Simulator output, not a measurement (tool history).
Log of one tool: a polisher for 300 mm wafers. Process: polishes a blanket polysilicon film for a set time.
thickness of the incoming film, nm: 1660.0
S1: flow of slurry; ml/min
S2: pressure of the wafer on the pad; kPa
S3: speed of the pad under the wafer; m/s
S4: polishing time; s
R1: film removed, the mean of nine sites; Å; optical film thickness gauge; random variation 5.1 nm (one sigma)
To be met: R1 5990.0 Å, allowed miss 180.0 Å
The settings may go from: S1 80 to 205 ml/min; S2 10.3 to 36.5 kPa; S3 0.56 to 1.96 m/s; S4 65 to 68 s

| run | hour | S1 | S2 | S3 | S4 | R1 |
|---|---|---|---|---|---|---|
| 1 | 0.0 | 135 | 23.4 | 1.26 | 65 | 8881.3 |
| 2 | 8.3 | 135 | 23.4 | 1.26 | 65 | 8918.1 |
| 3 | 10.4 | 135 | 23.4 | 1.46 | 65 | 10077.0 |
| 4 | 11.6 | 130 | 20.0 | 1.46 | 65 | 8499.0 |
| 5 | 20.2 | 100 | 20.0 | 1.46 | 65 | 8085.5 |
| 6 | 25.4 | 95 | 18.6 | 1.46 | 65 | 7594.3 |
| 7 | 29.0 | 95 | 17.2 | 1.46 | 65 | 6959.3 |
| 8 | 36.7 | 95 | 16.5 | 1.46 | 65 | 6726.1 |
| 9 | 37.9 | 95 | 15.9 | 1.46 | 65 | 6398.0 |

Which of these 5 next moves meets every target?
| A | 39.1 | 80 | 16.5 | 1.34 | 65 | ? |
| B | 39.1 | 95 | 15.2 | 1.56 | 65 | ? |
| C | 39.1 | 80 | 15.9 | 1.48 | 65 | ? |
| D | 39.1 | 90 | 19.3 | 1.26 | 67 | ? |
| E | 39.1 | 100 | 16.5 | 1.38 | 65 | ? |

| move | R1 |
|---|---|
| A | 5969.2 |
| B | 6494.7 |
| C | 6243.4 |
| D | 6942.6 |
| E | 6411.6 |
A: meets every target
B: further off than the last run
C: nearer than the last run, and not there yet
D: further off than the last run
E: as far off as the last run
Answer: A

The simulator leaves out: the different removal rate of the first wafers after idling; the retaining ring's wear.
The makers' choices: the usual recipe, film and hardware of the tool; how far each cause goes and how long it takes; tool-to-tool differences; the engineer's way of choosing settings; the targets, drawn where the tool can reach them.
